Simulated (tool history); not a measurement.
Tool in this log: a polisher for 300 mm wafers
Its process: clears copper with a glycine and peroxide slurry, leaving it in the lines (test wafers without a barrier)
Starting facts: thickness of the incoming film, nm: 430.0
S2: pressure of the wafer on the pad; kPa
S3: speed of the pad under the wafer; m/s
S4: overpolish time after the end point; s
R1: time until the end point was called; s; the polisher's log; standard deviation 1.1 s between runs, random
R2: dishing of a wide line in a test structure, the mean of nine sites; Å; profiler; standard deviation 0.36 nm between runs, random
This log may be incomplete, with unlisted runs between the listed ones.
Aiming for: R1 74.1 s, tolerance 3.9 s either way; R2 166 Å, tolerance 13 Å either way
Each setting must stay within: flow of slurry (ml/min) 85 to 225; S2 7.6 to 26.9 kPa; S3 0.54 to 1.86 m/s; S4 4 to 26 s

run 1 hour=0 | flow_of_slurry_(ml/min)=145 S2=17.2 S3=1.18 S4=13 | R1=79.344 R2=369.41
run 2 hour=2.9 | flow_of_slurry_(ml/min)=110 S2=17.2 S3=1.18 S4=13 | R1=85.258 R2=375.14
run 3 hour=11.5 | flow_of_slurry_(ml/min)=130 S2=15.9 S3=1.26 S4=11 | R1=82.976 R2=327.48
run 4 hour=15.8 | flow_of_slurry_(ml/min)=110 S2=15.9 S3=1.26 S4=11 | R1=85.848 R2=333.31
run 5 hour=24.5 | flow_of_slurry_(ml/min)=130 S2=14.5 S3=1.34 S4=10 | R1=83.516 R2=311.61
run 6 hour=28.3 | flow_of_slurry_(ml/min)=145 S2=13.1 S3=1.4 S4=9 | R1=86.717 R2=263.39
run 7 hour=32.9 | flow_of_slurry_(ml/min)=185 S2=10.3 S3=1.74 S4=4 | R1=86.275 R2=143.14
run 8 hour=36.2 | flow_of_slurry_(ml/min)=185 S2=11 S3=1.74 S4=4 | R1=79.04 R2=146.53

Of the 4 settings listed for the next run, only one would bring every result within its allowed miss of target. Which one?
run A hour=39.5 | flow_of_slurry_(ml/min)=185 S2=10.3 S3=1.66 S4=5 | R1=? R2=?
run B hour=39.5 | flow_of_slurry_(ml/min)=150 S2=12.4 S3=1.8 S4=4 | R1=? R2=?
run C hour=39.5 | flow_of_slurry_(ml/min)=225 S2=11.7 S3=1.8 S4=5 | R1=? R2=?
run D hour=39.5 | flow_of_slurry_(ml/min)=195 S2=12.4 S3=1.38 S4=6 | R1=? R2=?

move=A R1=90.524 R2=172.45
move=B R1=75.232 R2=167.51
move=C R1=74.489 R2=203.09
move=D R1=90.044 R2=203.43
A: the worst result of the last run now meets its target, but another is out of spec
B: all results land within tolerance of their targets
C: takes the result that was furthest off past its target
D: takes the result that was furthest off past its target
The right move is B.

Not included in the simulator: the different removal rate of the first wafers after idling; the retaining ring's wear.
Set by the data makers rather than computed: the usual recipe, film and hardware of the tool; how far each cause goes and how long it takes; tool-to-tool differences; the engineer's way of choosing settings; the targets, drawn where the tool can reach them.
